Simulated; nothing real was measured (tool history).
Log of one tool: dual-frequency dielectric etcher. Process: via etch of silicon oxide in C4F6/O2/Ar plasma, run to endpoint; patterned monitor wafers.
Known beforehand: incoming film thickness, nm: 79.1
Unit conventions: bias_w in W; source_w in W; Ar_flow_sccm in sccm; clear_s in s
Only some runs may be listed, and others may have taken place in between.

run	hour	bias_w	source_w	Ar_flow_sccm	clear_s
1	0.0	531	400	348	16.430
2	6.6	502	380	352	17.163
3	10.9	594	380	352	15.547
4	15.0	594	440	352	14.810
5	20.6	553	430	355	15.898
6	25.2	605	430	355	14.582
7	28.8	565	420	356	15.436
8	34.6	528	410	356	16.099
9	43.2	496	400	355	16.754
10	51.3	469	390	355	17.667
11	53.5	449	390	356	18.121
# hour 56.1: Ar flow controller replaced
12	56.1	433	390	357	18.547
13	63.5	420	390	358	18.808
14	70.4	409	390	358	19.496
15	74.7	403	390	358	19.935
16	78.9	400	390	358	19.785
17	83.8	357	380	361	21.392
18	84.4	361	380	361	21.383

Predict the results of run 19:
19	92.1	365	380	361	?

Run 19 measured clear_s 21.124 s.
